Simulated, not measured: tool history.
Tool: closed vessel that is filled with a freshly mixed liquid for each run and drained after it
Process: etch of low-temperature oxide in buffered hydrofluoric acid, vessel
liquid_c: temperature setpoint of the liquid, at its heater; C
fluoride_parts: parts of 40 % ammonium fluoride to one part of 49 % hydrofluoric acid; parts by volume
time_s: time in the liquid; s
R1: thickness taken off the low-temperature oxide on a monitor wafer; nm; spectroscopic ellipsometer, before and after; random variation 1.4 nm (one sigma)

Run 1, day 0: liquid_c 22 C, fluoride_parts 23.5 parts by volume, time_s 100 s. Result: R1 201.89 nm.
Run 2, day 0.283: liquid_c 21.5 C, fluoride_parts 23.5 parts by volume, time_s 100 s. Result: R1 199.27 nm.
Run 3, day 0.567: liquid_c 21 C, fluoride_parts 24 parts by volume, time_s 100 s. Result: R1 187.81 nm.
Run 4, day 0.738: liquid_c 23.5 C, fluoride_parts 24 parts by volume, time_s 100 s. Result: R1 220.69 nm.
Run 5, day 0.921: liquid_c 22.5 C, fluoride_parts 24 parts by volume, time_s 100 s. Result: R1 204.3 nm.
Run 6, day 1.142: liquid_c 22.5 C, fluoride_parts 28.5 parts by volume, time_s 100 s. Result: R1 179.57 nm.

The next listed run, before its measurement:
Run 7, day 1.258: liquid_c 22 C, fluoride_parts 28.5 parts by volume, time_s 100 s. Result: R1 ?.

{"run 7": {"R1": 176.84}}
